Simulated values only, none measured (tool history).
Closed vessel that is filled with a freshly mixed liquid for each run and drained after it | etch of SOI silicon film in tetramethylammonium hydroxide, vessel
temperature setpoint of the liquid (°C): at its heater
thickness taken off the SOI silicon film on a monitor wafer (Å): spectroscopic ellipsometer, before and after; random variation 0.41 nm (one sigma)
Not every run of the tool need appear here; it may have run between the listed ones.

run	hour	temperature setpoint of the liquid (°C)	concentration of hydroxide in the mixed liquid (% by weight)	time in the liquid (s)	thickness taken off the SOI silicon film on a monitor wafer (Å)
1	0	61	12	30	1268.5
2	5.4	59.5	12	30	1165.3
3	7.9	58	12	30	1064.3
4	9.9	58	14.5	30	963.18
5	13.7	57	14.5	30	899.16
6	22.3	57	14.5	30	892.57
7	30.3	56.5	14.5	30	881.98
8	35.2	56	14.5	30	850.56
9	36.3	55.5	14.5	30	819.36

Estimate the outcome of run 10 from the log above:
10	45	55	14.5	30	?

{"run 10": {"thickness taken off the SOI silicon film on a monitor wafer (Å)": 787.51}}
